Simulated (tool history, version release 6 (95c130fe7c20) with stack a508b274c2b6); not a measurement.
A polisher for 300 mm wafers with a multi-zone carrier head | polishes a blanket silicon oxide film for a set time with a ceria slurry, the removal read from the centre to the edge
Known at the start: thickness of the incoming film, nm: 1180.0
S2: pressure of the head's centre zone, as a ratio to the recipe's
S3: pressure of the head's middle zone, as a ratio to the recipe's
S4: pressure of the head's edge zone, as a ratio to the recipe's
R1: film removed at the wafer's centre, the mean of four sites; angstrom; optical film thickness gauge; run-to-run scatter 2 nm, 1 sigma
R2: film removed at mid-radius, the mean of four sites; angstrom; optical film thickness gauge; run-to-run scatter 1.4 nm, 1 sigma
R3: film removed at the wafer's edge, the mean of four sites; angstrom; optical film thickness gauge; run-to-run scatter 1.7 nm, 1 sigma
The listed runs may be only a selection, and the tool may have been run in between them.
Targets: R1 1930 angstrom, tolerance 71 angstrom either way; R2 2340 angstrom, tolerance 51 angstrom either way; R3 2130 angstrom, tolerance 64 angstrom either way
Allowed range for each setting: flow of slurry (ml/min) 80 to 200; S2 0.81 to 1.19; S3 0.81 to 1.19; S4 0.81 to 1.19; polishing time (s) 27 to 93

{"run": 1, "hour": 0.0, "flow of slurry (ml/min)": 130, "S2": 1, "S3": 1, "S4": 1, "polishing time (s)": 59, "R1": 3057.2, "R2": 3122.3, "R3": 3073.4}
{"run": 2, "hour": 7.0, "flow of slurry (ml/min)": 130, "S2": 1, "S3": 1.08, "S4": 1, "polishing time (s)": 59, "R1": 3108.8, "R2": 3326.8, "R3": 3128.3}
{"run": 3, "hour": 10.6, "flow of slurry (ml/min)": 130, "S2": 1, "S3": 1.08, "S4": 1.05, "polishing time (s)": 59, "R1": 3030.9, "R2": 3305.2, "R3": 3198.8}
{"run": 4, "hour": 15.8, "flow of slurry (ml/min)": 130, "S2": 1, "S3": 1.08, "S4": 1.09, "polishing time (s)": 59, "R1": 3035.9, "R2": 3317.7, "R3": 3189.4}
{"run": 5, "hour": 21.4, "flow of slurry (ml/min)": 130, "S2": 1, "S3": 1.08, "S4": 1.03, "polishing time (s)": 59, "R1": 3088.9, "R2": 3331.5, "R3": 3130.8}
{"run": 6, "hour": 22.7, "flow of slurry (ml/min)": 130, "S2": 0.93, "S3": 1.08, "S4": 1.03, "polishing time (s)": 59, "R1": 2851.7, "R2": 3298.9, "R3": 3101.4}
{"run": 7, "hour": 26.8, "flow of slurry (ml/min)": 125, "S2": 0.92, "S3": 1.07, "S4": 1.01, "polishing time (s)": 57, "R1": 2702.8, "R2": 3173.5, "R3": 2998.8}
{"run": 8, "hour": 30.8, "flow of slurry (ml/min)": 125, "S2": 0.91, "S3": 1.06, "S4": 0.99, "polishing time (s)": 55, "R1": 2612.5, "R2": 2991.3, "R3": 2861.4}

5 candidate next runs follow, results not yet known. Just one meets every target within its allowed miss. Identify it.
{"run": "A", "hour": 34.8, "flow of slurry (ml/min)": 120, "S2": 0.9, "S3": 1.09, "S4": 0.97, "polishing time (s)": 42, "R1": "?", "R2": "?", "R3": "?"}
{"run": "B", "hour": 34.8, "flow of slurry (ml/min)": 115, "S2": 1.18, "S3": 0.81, "S4": 1.02, "polishing time (s)": 76, "R1": "?", "R2": "?", "R3": "?"}
{"run": "C", "hour": 34.8, "flow of slurry (ml/min)": 155, "S2": 0.99, "S3": 1.16, "S4": 0.92, "polishing time (s)": 66, "R1": "?", "R2": "?", "R3": "?"}
{"run": "D", "hour": 34.8, "flow of slurry (ml/min)": 155, "S2": 1.18, "S3": 1.05, "S4": 0.86, "polishing time (s)": 47, "R1": "?", "R2": "?", "R3": "?"}
{"run": "E", "hour": 34.8, "flow of slurry (ml/min)": 105, "S2": 0.87, "S3": 0.92, "S4": 1.07, "polishing time (s)": 79, "R1": "?", "R2": "?", "R3": "?"}

move=A R1=1904.5 R2=2351.3 R3=2106.5
move=B R1=4459.9 R2=3277.3 R3=3889.1
move=C R1=3521.1 R2=4128.8 R3=3361.1
move=D R1=2990.1 R2=2697.2 R3=2324.4
move=E R1=3310.6 R2=3690.8 R3=4059.3
A: every result within its allowed miss
B: lands further from the targets than the last run did
C: lands further from the targets than the last run did
D: lands further from the targets than the last run did
E: lands further from the targets than the last run did
Answer: A
